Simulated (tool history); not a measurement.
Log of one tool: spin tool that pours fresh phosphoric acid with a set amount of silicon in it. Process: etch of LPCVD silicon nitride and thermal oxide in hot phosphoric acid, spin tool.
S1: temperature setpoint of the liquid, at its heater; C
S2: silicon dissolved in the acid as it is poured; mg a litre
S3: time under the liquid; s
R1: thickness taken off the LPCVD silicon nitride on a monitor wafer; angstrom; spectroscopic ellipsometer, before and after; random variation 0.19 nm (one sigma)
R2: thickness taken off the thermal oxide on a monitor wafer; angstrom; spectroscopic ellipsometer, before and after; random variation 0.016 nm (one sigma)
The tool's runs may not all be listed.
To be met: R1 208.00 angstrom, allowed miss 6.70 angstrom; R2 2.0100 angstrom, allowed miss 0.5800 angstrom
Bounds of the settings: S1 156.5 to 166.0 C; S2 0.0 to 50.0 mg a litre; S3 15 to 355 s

run	hour	S1	S2	S3	R1	R2
1	0.0	161.0	25.0	180	136.76	3.0507
2	8.1	161.0	37.5	180	137.11	2.2152
3	10.1	161.0	29.5	180	136.88	3.2557
4	12.2	161.0	33.5	195	150.87	2.2217
5	16.3	159.5	33.5	195	141.55	2.4461
6	24.8	157.5	33.5	195	130.99	2.0899
7	28.0	158.5	37.0	205	144.41	2.2411
8	31.1	159.5	39.5	210	150.82	1.9560
9	31.7	159.5	39.5	210	152.27	2.0705
10	38.5	160.5	41.5	215	157.89	1.7203
11	44.7	161.0	40.5	220	167.08	2.0993
12	51.3	161.5	41.5	225	175.03	2.1988

Which of these 4 next moves meets every target?
A	57.9	160.0	38.5	190	?	?
B	57.9	160.0	31.5	190	?	?
C	57.9	162.5	50.0	190	?	?
D	57.9	164.5	50.0	245	?	?

move	R1	R2
A	139.31	1.8023
B	139.31	2.5669
C	151.43	1.3723
D	208.61	2.0473
A: further off than the last run
B: further off than the last run
C: further off than the last run
D: meets every target
Move D is the one to make.
